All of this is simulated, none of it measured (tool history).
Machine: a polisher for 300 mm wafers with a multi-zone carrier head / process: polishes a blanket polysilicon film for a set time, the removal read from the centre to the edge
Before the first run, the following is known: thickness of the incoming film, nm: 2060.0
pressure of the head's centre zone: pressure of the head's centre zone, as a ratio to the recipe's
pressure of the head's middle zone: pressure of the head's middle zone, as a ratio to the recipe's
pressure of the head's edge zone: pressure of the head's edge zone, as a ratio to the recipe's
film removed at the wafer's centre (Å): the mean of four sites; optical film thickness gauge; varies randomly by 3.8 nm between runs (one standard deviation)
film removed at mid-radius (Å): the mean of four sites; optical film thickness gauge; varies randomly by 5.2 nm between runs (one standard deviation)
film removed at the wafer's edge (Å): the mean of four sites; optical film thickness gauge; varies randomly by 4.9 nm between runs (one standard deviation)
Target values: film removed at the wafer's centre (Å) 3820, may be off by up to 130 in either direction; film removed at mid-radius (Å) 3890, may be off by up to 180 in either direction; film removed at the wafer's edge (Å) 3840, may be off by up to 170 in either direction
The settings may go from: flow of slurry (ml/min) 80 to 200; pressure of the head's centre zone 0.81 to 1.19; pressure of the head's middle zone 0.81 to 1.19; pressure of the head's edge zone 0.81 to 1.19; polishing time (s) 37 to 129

run  hour  flow of slurry (ml/min)  pressure of the head's centre zone  pressure of the head's middle zone  pressure of the head's edge zone  polishing time (s)  film removed at the wafer's centre (Å)  film removed at mid-radius (Å)  film removed at the wafer's edge (Å)
  1     0                      130                                   1                                   1                                 1                  83                                  5175.3                          5419.2                                5544.1
  2   5.8                      130                                   1                                0.99                              0.96                  75                                  4784.1                          5019.2                                4957.5
  3  13.5                      130                                   1                                0.99                              0.96                  57                                  3590.1                          3717.4                                3739.6
  4  14.4                      130                                   1                                1.06                              0.96                  57                                  3610.6                          3882.5                                3825.9
  5  15.9                      130                                   1                                1.06                              0.96                  68                                  4327.1                          4745.7                                  4427
  6  21.3                      120                                1.01                                1.03                              0.94                  66                                  4107.2                          4280.7                                4308.8
  7    23                      120                                1.01                                1.02                              0.92                  64                                  4060.8                            4163                                4093.7
  8  29.9                       90                                   1                                   1                              0.89                  63                                    3505                          3650.1                                3778.6
  9  36.4                       95                                   1                                   1                              0.88                  63                                  3627.9                          3834.2                                3814.6

Which single option among these 4 for the next run brings every result within its allowed miss of target? Just one does.
  A  42.9                      105                                1.01                                0.98                              0.82                  64                                       ?                               ?                                     ?
  B  42.9                      100                                0.94                                0.99                              0.81                  59                                       ?                               ?                                     ?
  C  42.9                       85                                   1                                1.02                              1.03                  65                                       ?                               ?                                     ?
  D  42.9                       80                                   1                                   1                              0.88                  67                                       ?                               ?                                     ?

move  film removed at the wafer's centre (Å)  film removed at mid-radius (Å)  film removed at the wafer's edge (Å)
   A                                  3871.6                          4037.3                                3868.7
   B                                  3261.3                          3694.6                                3518.7
   C                                  3572.2                            3925                                3956.5
   D                                  3574.8                          3885.6                                  3855
A: every result within its allowed miss
B: its largest miss is bigger than the last run's
C: its largest miss is bigger than the last run's
D: its largest miss is bigger than the last run's
Go with A: it meets all targets.
